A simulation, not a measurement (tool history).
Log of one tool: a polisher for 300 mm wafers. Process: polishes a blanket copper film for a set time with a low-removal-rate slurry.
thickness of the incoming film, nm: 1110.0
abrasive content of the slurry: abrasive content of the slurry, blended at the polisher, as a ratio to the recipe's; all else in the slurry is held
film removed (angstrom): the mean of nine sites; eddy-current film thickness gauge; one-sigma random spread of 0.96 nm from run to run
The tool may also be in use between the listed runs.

run  hour  flow of slurry (ml/min)  pressure of the wafer on the pad (psi)  speed of the pad under the wafer (m/s)  abrasive content of the slurry  polishing time (s)  film removed (angstrom)
  1     0                      305                                     1.6                                    1.14                               1                  59                   1217.4
  2   7.9                      305                                     1.6                                    1.14                             0.9                  59                   1195.4
  3  14.6                      305                                     1.6                                    1.14                             0.8                  59                   1171.8
  4  16.7                      305                                     1.6                                    1.14                             0.6                  59                   1118.8
  5  24.7                      305                                     1.6                                    1.14                             0.6                  59                   1115.3
  6  30.2                      305                                     1.2                                    1.14                             0.6                  59                   854.02
  7  32.4                      310                                     1.3                                    1.14                             0.6                  59                    916.1

What does the tool deliver on the next run?
  8    34                      315                                     1.4                                    1.14                             0.6                  59                        ?

Run 8 measured film removed (angstrom) 973.89.
